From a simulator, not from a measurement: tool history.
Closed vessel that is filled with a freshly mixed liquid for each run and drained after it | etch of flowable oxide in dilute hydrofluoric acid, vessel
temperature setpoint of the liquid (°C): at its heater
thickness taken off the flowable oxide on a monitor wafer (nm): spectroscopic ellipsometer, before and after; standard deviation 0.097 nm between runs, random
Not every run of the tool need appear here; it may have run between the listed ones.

run	hour	temperature setpoint of the liquid (°C)	parts of water to one part of 49 % hydrofluoric acid (parts by volume)	time in the liquid (s)	thickness taken off the flowable oxide on a monitor wafer (nm)
1	0.0	24.0	145	30	12.950
2	7.2	24.0	165	30	11.090
3	11.9	25.0	155	30	12.375
4	20.2	25.0	120	30	16.668
5	24.3	26.0	115	30	18.186
6	32.8	26.0	165	30	11.895
7	39.3	27.0	155	30	13.364

For run 8, what comes out?
8	46.6	27.5	145	30	?

thickness taken off the flowable oxide on a monitor wafer (nm): 14.668
